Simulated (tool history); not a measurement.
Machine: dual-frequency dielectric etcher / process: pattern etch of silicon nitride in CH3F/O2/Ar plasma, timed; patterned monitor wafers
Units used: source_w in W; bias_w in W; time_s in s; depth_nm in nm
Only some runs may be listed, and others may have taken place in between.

run	day	source_w	bias_w	time_s	depth_nm
1	0	320	81	58	41.655
2	0.079	340	83	58	42.656
3	0.275	390	83	58	44.307
4	0.308	340	83	58	42.637
# day 0.467: source power generator calibrated
5	0.467	350	86	58	43.424
6	0.496	360	88	58	44.295

For run 7, what comes out?
7	0.854	370	90	58	?

Run 7 gave depth_nm 44.786 nm.

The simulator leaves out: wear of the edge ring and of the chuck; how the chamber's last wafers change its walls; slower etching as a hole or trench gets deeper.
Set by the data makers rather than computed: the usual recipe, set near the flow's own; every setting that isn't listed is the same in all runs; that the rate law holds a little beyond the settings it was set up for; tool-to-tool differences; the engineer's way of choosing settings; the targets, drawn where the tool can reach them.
